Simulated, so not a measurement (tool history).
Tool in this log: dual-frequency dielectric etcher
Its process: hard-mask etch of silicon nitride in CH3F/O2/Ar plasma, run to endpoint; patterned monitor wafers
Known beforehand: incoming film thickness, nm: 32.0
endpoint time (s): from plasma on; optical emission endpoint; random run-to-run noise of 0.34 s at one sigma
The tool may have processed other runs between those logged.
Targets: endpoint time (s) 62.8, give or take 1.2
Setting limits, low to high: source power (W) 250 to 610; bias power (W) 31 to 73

run	hour	source power (W)	bias power (W)	endpoint time (s)
1	0	430	52	51.056
2	3.1	400	52	53.326
3	11	400	60	49.981
4	19.5	400	51	53.403
5	24.7	370	50	56.199
# hour 30.5: wet clean of the chamber
6	30.5	350	50	59.669
7	37.3	340	50	60.579
8	39.4	300	49	64.587

Exactly one of the 4 candidate moves below puts every result within its allowed miss. Which one?
A	41.5	310	57	?
B	41.5	300	54	?
C	41.5	330	53	?
D	41.5	300	59	?

move	endpoint time (s)
A	59.849
B	62.151
C	59.756
D	59.984
A: takes the result that was furthest off past its target
B: all results land within tolerance of their targets
C: takes the result that was furthest off past its target
D: takes the result that was furthest off past its target
Move B is the one to make.
